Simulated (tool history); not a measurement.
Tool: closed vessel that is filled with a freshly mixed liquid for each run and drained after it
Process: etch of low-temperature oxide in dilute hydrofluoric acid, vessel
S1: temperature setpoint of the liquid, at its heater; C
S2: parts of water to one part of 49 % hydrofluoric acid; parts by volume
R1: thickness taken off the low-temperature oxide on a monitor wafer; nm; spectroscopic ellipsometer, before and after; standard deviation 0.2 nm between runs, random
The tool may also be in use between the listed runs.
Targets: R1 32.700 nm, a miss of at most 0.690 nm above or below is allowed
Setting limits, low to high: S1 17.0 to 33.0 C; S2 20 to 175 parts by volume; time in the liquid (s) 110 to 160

run 1 hour=0.0 | S1=25.0 S2=95 time_in_the_liquid_(s)=160 | R1=18.902
run 2 hour=8.1 | S1=25.0 S2=60 time_in_the_liquid_(s)=160 | R1=31.524
run 3 hour=10.9 | S1=25.0 S2=60 time_in_the_liquid_(s)=110 | R1=21.582
run 4 hour=14.5 | S1=27.0 S2=55 time_in_the_liquid_(s)=110 | R1=25.553
-- hour=21.7 thermometer replaced
run 5 hour=21.7 | S1=28.0 S2=50 time_in_the_liquid_(s)=110 | R1=26.726
run 6 hour=28.6 | S1=28.0 S2=75 time_in_the_liquid_(s)=110 | R1=17.447
run 7 hour=33.3 | S1=25.5 S2=70 time_in_the_liquid_(s)=110 | R1=17.033
run 8 hour=39.9 | S1=25.5 S2=70 time_in_the_liquid_(s)=110 | R1=16.866
run 9 hour=46.2 | S1=27.5 S2=65 time_in_the_liquid_(s)=110 | R1=19.888
run 10 hour=47.8 | S1=31.5 S2=40 time_in_the_liquid_(s)=110 | R1=39.805
run 11 hour=53.4 | S1=30.5 S2=40 time_in_the_liquid_(s)=110 | R1=37.646

Pick the move, out of 5, that brings all results within their allowed miss; only one does.
run A hour=59.0 | S1=33.0 S2=35 time_in_the_liquid_(s)=110 | R1=?
run B hour=59.0 | S1=31.0 S2=60 time_in_the_liquid_(s)=145 | R1=?
run C hour=59.0 | S1=30.5 S2=45 time_in_the_liquid_(s)=140 | R1=?
run D hour=59.0 | S1=31.0 S2=35 time_in_the_liquid_(s)=115 | R1=?
run E hour=59.0 | S1=30.0 S2=45 time_in_the_liquid_(s)=135 | R1=?

move=A R1=47.721
move=B R1=32.611
move=C R1=42.148
move=D R1=46.126
move=E R1=39.851
A: lands further from the targets than the last run did
B: every result lands within tolerance
C: lands further from the targets than the last run did
D: lands further from the targets than the last run did
E: lands further from the targets than the last run did
The move that meets every target is B.
